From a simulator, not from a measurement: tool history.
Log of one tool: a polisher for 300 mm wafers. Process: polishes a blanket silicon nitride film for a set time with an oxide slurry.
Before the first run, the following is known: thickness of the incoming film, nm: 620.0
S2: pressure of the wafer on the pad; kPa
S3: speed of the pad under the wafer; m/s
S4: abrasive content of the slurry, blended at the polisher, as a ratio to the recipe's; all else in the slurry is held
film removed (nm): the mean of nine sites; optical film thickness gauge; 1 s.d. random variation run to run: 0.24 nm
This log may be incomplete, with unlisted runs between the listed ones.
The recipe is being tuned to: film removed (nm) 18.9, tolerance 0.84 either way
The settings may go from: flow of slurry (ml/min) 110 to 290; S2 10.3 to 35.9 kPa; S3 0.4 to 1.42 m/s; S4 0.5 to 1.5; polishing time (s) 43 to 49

run 1 day=0 | flow_of_slurry_(ml/min)=185 S2=22.8 S3=0.9 S4=1 polishing_time_(s)=49 | film_removed_(nm)=27.183
run 2 day=0.304 | flow_of_slurry_(ml/min)=185 S2=22.8 S3=0.9 S4=1 polishing_time_(s)=49 | film_removed_(nm)=27.254
run 3 day=0.546 | flow_of_slurry_(ml/min)=185 S2=22.8 S3=0.9 S4=1 polishing_time_(s)=49 | film_removed_(nm)=27.984
run 4 day=0.867 | flow_of_slurry_(ml/min)=185 S2=21.4 S3=0.9 S4=1 polishing_time_(s)=49 | film_removed_(nm)=25.617
run 5 day=0.992 | flow_of_slurry_(ml/min)=185 S2=20.7 S3=0.9 S4=1 polishing_time_(s)=49 | film_removed_(nm)=24.978
run 6 day=1.262 | flow_of_slurry_(ml/min)=145 S2=20.7 S3=0.9 S4=1 polishing_time_(s)=49 | film_removed_(nm)=23.466
run 7 day=1.417 | flow_of_slurry_(ml/min)=145 S2=20 S3=0.9 S4=1 polishing_time_(s)=49 | film_removed_(nm)=23.558
run 8 day=1.521 | flow_of_slurry_(ml/min)=145 S2=13.8 S3=0.88 S4=1 polishing_time_(s)=49 | film_removed_(nm)=16.078
run 9 day=1.746 | flow_of_slurry_(ml/min)=145 S2=14.5 S3=0.88 S4=1 polishing_time_(s)=49 | film_removed_(nm)=16.438
run 10 day=1.908 | flow_of_slurry_(ml/min)=145 S2=14.5 S3=0.88 S4=1 polishing_time_(s)=49 | film_removed_(nm)=16.521
run 11 day=1.979 | flow_of_slurry_(ml/min)=145 S2=15.2 S3=0.88 S4=1 polishing_time_(s)=49 | film_removed_(nm)=17.881
run 12 day=2.046 | flow_of_slurry_(ml/min)=145 S2=15.2 S3=0.88 S4=1 polishing_time_(s)=49 | film_removed_(nm)=17.416

Of the 4 settings listed for the next run, only one would bring every result within its allowed miss of target. Which one?
run A day=2.112 | flow_of_slurry_(ml/min)=140 S2=17.2 S3=0.84 S4=0.95 polishing_time_(s)=43 | film_removed_(nm)=?
run B day=2.112 | flow_of_slurry_(ml/min)=145 S2=12.4 S3=0.94 S4=1.05 polishing_time_(s)=49 | film_removed_(nm)=?
run C day=2.112 | flow_of_slurry_(ml/min)=140 S2=17.9 S3=0.86 S4=0.9 polishing_time_(s)=47 | film_removed_(nm)=?
run D day=2.112 | flow_of_slurry_(ml/min)=145 S2=15.2 S3=0.92 S4=0.85 polishing_time_(s)=43 | film_removed_(nm)=?

move=A film_removed_(nm)=16.397
move=B film_removed_(nm)=15.5
move=C film_removed_(nm)=18.67
move=D film_removed_(nm)=15.22
A: lands further from the targets than the last run did
B: lands further from the targets than the last run did
C: every result within its allowed miss
D: lands further from the targets than the last run did
Go with C: it meets all targets.

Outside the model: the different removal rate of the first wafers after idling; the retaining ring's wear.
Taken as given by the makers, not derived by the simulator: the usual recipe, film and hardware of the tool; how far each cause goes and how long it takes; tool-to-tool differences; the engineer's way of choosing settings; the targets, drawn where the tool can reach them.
